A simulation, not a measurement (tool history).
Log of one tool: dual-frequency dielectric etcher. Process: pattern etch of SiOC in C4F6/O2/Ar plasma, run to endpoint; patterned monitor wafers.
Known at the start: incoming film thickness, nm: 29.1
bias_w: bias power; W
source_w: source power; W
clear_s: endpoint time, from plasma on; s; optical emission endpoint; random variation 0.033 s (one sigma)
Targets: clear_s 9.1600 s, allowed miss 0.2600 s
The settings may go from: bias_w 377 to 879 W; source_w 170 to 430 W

Run 1, hour 0.0: bias_w 628 W, source_w 300 W. Result: clear_s 10.2930 s.
Run 2, hour 4.8: bias_w 585 W, source_w 300 W. Result: clear_s 10.5490 s.
Run 3, hour 6.8: bias_w 621 W, source_w 310 W. Result: clear_s 10.2850 s.
Run 4, hour 8.3: bias_w 653 W, source_w 320 W. Result: clear_s 9.9138 s.
Run 5, hour 11.0: bias_w 673 W, source_w 320 W. Result: clear_s 9.8513 s.
Run 6, hour 17.1: bias_w 692 W, source_w 320 W. Result: clear_s 9.7759 s.
Run 7, hour 20.7: bias_w 709 W, source_w 320 W. Result: clear_s 9.6329 s.
Run 8, hour 25.0: bias_w 722 W, source_w 320 W. Result: clear_s 9.5521 s.
Run 9, hour 29.1: bias_w 733 W, source_w 320 W. Result: clear_s 9.5288 s.

5 next moves are on the table. One of them brings every result within its allowed miss. Which?
Run A, hour 33.2: bias_w 734 W, source_w 310 W. Result: clear_s ?.
Run B, hour 33.2: bias_w 679 W, source_w 290 W. Result: clear_s ?.
Run C, hour 33.2: bias_w 706 W, source_w 290 W. Result: clear_s ?.
Run D, hour 33.2: bias_w 776 W, source_w 330 W. Result: clear_s ?.
Run E, hour 33.2: bias_w 662 W, source_w 340 W. Result: clear_s ?.

move  clear_s
   A   9.5485
   B  10.0700
   C   9.9079
   D   9.1486
   E   9.6794
A: further off than the last run
B: further off than the last run
C: further off than the last run
D: meets every target
E: further off than the last run
The right move is D.
